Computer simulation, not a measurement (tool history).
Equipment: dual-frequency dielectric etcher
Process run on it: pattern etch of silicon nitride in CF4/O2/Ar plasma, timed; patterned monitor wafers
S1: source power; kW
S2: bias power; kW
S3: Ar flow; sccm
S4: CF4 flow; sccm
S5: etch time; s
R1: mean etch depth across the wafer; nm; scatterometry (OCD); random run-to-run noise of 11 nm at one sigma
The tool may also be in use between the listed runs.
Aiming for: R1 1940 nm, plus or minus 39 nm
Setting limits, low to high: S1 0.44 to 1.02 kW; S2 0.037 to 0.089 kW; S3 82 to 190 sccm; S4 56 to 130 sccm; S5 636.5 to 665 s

run 1 hour=0 | S1=0.73 S2=0.063 S3=136 S4=93 S5=636.5 | R1=1727.6
run 2 hour=5.7 | S1=0.75 S2=0.063 S3=136 S4=93 S5=636.5 | R1=1751.1
run 3 hour=7.8 | S1=0.75 S2=0.057 S3=136 S4=93 S5=636.5 | R1=1667.9
run 4 hour=12.3 | S1=0.75 S2=0.057 S3=136 S4=84 S5=636.5 | R1=1633
run 5 hour=20.3 | S1=0.75 S2=0.057 S3=136 S4=68 S5=636.5 | R1=1557.9
run 6 hour=22.4 | S1=0.75 S2=0.057 S3=115 S4=68 S5=636.5 | R1=1619.6
run 7 hour=26.2 | S1=0.78 S2=0.057 S3=115 S4=68 S5=636.5 | R1=1660.3
run 8 hour=31.2 | S1=0.8 S2=0.057 S3=115 S4=68 S5=636.5 | R1=1704.2
run 9 hour=36.9 | S1=0.82 S2=0.057 S3=115 S4=68 S5=636.5 | R1=1702.3
run 10 hour=39.4 | S1=0.85 S2=0.057 S3=115 S4=68 S5=636.5 | R1=1755
run 11 hour=48.2 | S1=0.85 S2=0.057 S3=115 S4=68 S5=636.5 | R1=1778.7
run 12 hour=53.4 | S1=0.86 S2=0.057 S3=115 S4=68 S5=636.5 | R1=1793.2
run 13 hour=57.1 | S1=0.87 S2=0.057 S3=115 S4=68 S5=636.5 | R1=1775.7
run 14 hour=57.9 | S1=0.89 S2=0.057 S3=115 S4=68 S5=636.5 | R1=1808.9
run 15 hour=64.6 | S1=0.9 S2=0.057 S3=115 S4=68 S5=636.5 | R1=1850.6
run 16 hour=69.1 | S1=0.9 S2=0.057 S3=115 S4=68 S5=636.5 | R1=1815.5
run 17 hour=70.2 | S1=0.91 S2=0.057 S3=115 S4=68 S5=636.5 | R1=1857.3
run 18 hour=73.4 | S1=0.92 S2=0.057 S3=115 S4=68 S5=636.5 | R1=1856.7

Consider the 4 candidate settings below. Which is the only one whose results all fall within their allowed miss of target?
run A hour=76.6 | S1=0.88 S2=0.054 S3=115 S4=71 S5=660.5 | R1=?
run B hour=76.6 | S1=0.93 S2=0.057 S3=128 S4=77 S5=646.5 | R1=?
run C hour=76.6 | S1=0.97 S2=0.064 S3=110 S4=68 S5=636.5 | R1=?
run D hour=76.6 | S1=0.91 S2=0.055 S3=110 S4=56 S5=654 | R1=?

move=A R1=1846.2
move=B R1=1936.5
move=C R1=2063.3
move=D R1=1804.5
A: moves away from the targets compared with the last run
B: in spec on every target
C: the result that was furthest off in the last run now lies on the other side of its target
D: moves away from the targets compared with the last run
Correct choice: B, which meets every target
